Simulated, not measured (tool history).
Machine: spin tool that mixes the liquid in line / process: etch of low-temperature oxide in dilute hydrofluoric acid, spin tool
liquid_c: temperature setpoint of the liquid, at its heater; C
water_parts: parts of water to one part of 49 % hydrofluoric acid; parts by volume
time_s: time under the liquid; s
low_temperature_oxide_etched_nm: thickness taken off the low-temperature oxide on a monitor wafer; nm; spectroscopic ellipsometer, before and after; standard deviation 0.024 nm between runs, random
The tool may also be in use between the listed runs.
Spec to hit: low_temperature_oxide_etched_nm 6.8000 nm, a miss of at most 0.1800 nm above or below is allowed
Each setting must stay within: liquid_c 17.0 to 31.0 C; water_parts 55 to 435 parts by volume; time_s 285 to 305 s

run  hour  liquid_c  water_parts  time_s  low_temperature_oxide_etched_nm
  1   0.0      23.0          245     285                          10.4290
  2   1.4      19.5          245     285                           9.1747
  3   3.9      17.0          245     285                           8.3452
  4   9.7      17.0          245     285                           8.3184
  5  14.6      17.0          250     285                           8.1389
  6  19.8      17.0          250     305                           8.6609
  7  23.0      17.0          255     305                           8.5017
  8  28.2      17.0          260     305                           8.3716
  9  29.1      17.0          265     305                           8.1283
 10  30.5      17.0          270     305                           7.9018

Of the 5 settings listed for the next run, only one would bring every result within its allowed miss of target. Which one?
  A  31.9      17.0          260     305                                ?
  B  31.9      17.0          235     305                                ?
  C  31.9      17.0          295     295                                ?
  D  31.9      17.0          310     285                                ?
  E  31.9      19.0          315     305                                ?

move  low_temperature_oxide_etched_nm
   A                           8.3006
   B                           9.3781
   C                           6.8765
   D                           6.2465
   E                           7.0697
A: moves away from the targets compared with the last run
B: moves away from the targets compared with the last run
C: each result inside its tolerance
D: pushes the last run's worst result past its target
E: moves toward the targets from the last run without getting all of them in spec
The right move is C.
